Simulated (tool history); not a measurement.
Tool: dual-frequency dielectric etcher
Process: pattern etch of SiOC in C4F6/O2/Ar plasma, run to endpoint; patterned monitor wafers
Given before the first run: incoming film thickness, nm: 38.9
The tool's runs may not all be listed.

{"run": 1, "hour": 0.0, "bias power (kW)": 0.462, "source power (kW)": 0.33, "endpoint time (s)": 14.584}
{"run": 2, "hour": 7.3, "bias power (kW)": 0.494, "source power (kW)": 0.33, "endpoint time (s)": 14.099}
{"run": 3, "hour": 15.1, "bias power (kW)": 0.494, "source power (kW)": 0.29, "endpoint time (s)": 14.81}
{"run": 4, "hour": 22.6, "bias power (kW)": 0.546, "source power (kW)": 0.29, "endpoint time (s)": 14.318}
{"run": 5, "hour": 29.6, "bias power (kW)": 0.495, "source power (kW)": 0.27, "endpoint time (s)": 15.223}
{"run": 6, "hour": 36.5, "bias power (kW)": 0.461, "source power (kW)": 0.26, "endpoint time (s)": 15.791}

For run 7, what comes out?
{"run": 7, "hour": 45.3, "bias power (kW)": 0.436, "source power (kW)": 0.25, "endpoint time (s)": "?"}

endpoint time (s): 16.388
